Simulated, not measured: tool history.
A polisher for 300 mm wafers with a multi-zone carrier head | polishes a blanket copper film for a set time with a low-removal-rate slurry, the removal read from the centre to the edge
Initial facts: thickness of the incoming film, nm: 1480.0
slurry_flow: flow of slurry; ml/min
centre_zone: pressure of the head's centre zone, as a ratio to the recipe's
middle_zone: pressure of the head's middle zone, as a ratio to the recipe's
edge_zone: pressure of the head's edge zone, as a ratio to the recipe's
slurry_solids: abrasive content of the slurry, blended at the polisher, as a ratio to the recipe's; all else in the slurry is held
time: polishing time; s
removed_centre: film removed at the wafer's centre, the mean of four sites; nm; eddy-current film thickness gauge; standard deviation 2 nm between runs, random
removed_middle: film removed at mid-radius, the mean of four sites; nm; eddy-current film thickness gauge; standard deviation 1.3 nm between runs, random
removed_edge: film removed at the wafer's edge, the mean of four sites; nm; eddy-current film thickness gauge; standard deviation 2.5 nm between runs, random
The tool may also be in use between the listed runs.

Run 1, day 0: slurry_flow 315 ml/min, centre_zone 1, middle_zone 1, edge_zone 1, slurry_solids 1, time 55 s. Result: removed_centre 218.6 nm, removed_middle 232.97 nm, removed_edge 232.46 nm.
Run 2, day 0.267: slurry_flow 310 ml/min, centre_zone 0.96, middle_zone 0.97, edge_zone 0.96, slurry_solids 0.85, time 54 s. Result: removed_centre 197.91 nm, removed_middle 216.67 nm, removed_edge 224.22 nm.
Run 3, day 0.308: slurry_flow 310 ml/min, centre_zone 1, middle_zone 0.97, edge_zone 0.96, slurry_solids 0.85, time 54 s. Result: removed_centre 206.59 nm, removed_middle 218.76 nm, removed_edge 228.27 nm.
Run 4, day 0.679: slurry_flow 320 ml/min, centre_zone 0.99, middle_zone 0.97, edge_zone 0.95, slurry_solids 0.8, time 51 s. Result: removed_centre 197.13 nm, removed_middle 204.37 nm, removed_edge 216.41 nm.
Run 5, day 0.717: slurry_flow 320 ml/min, centre_zone 0.99, middle_zone 0.97, edge_zone 1.01, slurry_solids 0.8, time 51 s. Result: removed_centre 191.07 nm, removed_middle 201.82 nm, removed_edge 215.01 nm.
Run 6, day 0.767: slurry_flow 320 ml/min, centre_zone 0.99, middle_zone 0.97, edge_zone 1.01, slurry_solids 0.8, time 60 s. Result: removed_centre 225.18 nm, removed_middle 239.69 nm, removed_edge 255.37 nm.
Run 7, day 1.046: slurry_flow 320 ml/min, centre_zone 0.98, middle_zone 0.98, edge_zone 1, slurry_solids 0.75, time 55 s. Result: removed_centre 203.76 nm, removed_middle 219.37 nm, removed_edge 236.43 nm.
Run 8, day 1.162: slurry_flow 310 ml/min, centre_zone 0.95, middle_zone 0.95, edge_zone 0.97, slurry_solids 0.85, time 53 s. Result: removed_centre 192.7 nm, removed_middle 211.88 nm, removed_edge 223.27 nm.
Run 9, day 1.383: slurry_flow 305 ml/min, centre_zone 0.95, middle_zone 0.96, edge_zone 0.96, slurry_solids 0.8, time 50 s. Result: removed_centre 179.77 nm, removed_middle 200.24 nm, removed_edge 210.82 nm.
Run 10, day 1.458: slurry_flow 305 ml/min, centre_zone 0.95, middle_zone 0.96, edge_zone 0.94, slurry_solids 0.8, time 48 s. Result: removed_centre 174.13 nm, removed_middle 188.76 nm, removed_edge 204.17 nm.

What will run 11 give?
Run 11, day 1.829: slurry_flow 305 ml/min, centre_zone 0.95, middle_zone 0.98, edge_zone 0.93, slurry_solids 0.8, time 46 s. Result: removed_centre ?, removed_middle ?, removed_edge ?.

removed_centre: 164.19 nm
removed_middle: 186.46 nm
removed_edge: 189.4 nm

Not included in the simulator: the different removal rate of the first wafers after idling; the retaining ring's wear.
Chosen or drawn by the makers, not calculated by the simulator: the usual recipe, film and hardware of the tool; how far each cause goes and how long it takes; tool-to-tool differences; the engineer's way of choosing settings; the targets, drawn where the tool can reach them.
